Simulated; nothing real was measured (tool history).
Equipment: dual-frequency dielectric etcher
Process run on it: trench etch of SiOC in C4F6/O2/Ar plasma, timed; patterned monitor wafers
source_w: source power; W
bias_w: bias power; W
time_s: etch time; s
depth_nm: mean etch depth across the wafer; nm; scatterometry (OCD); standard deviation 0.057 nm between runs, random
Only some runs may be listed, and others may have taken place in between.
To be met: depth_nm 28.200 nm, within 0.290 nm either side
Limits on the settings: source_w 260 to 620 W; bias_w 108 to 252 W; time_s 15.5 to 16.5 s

run  hour  source_w  bias_w  time_s  depth_nm
  1   0.0       440     180    16.5    34.364
  2   7.6       440     180    16.5    34.355
  3  14.7       440     180    16.5    34.167
  4  19.4       440     152    16.5    32.883
  5  26.6       510     152    16.5    34.278
  6  30.2       460     146    16.5    33.014
  7  34.0       460     146    16.5    32.985
  8  39.1       420     141    16.5    31.883
  9  39.8       390     137    16.5    30.833
 10  40.8       370     136    16.5    30.431
 11  46.4       350     135    16.5    29.964
 12  52.5       330     134    16.5    29.395
 13  57.2       320     134    16.5    29.091
 14  62.1       310     134    16.5    28.866
 15  68.8       300     134    16.5    28.603

Of the 5 settings listed for the next run, only one would bring every result within its allowed miss of target. Which one?
  A  75.5       260     168    16.0         ?
  B  75.5       280     162    16.5         ?
  C  75.5       260     163    16.5         ?
  D  75.5       350     142    16.0         ?
  E  75.5       340     141    16.0         ?

move  depth_nm
   A    28.237
   B    29.392
   C    28.893
   D    29.279
   E    28.996
A: all results in spec
B: moves away from the targets compared with the last run
C: moves away from the targets compared with the last run
D: moves away from the targets compared with the last run
E: moves away from the targets compared with the last run
The right move is A.

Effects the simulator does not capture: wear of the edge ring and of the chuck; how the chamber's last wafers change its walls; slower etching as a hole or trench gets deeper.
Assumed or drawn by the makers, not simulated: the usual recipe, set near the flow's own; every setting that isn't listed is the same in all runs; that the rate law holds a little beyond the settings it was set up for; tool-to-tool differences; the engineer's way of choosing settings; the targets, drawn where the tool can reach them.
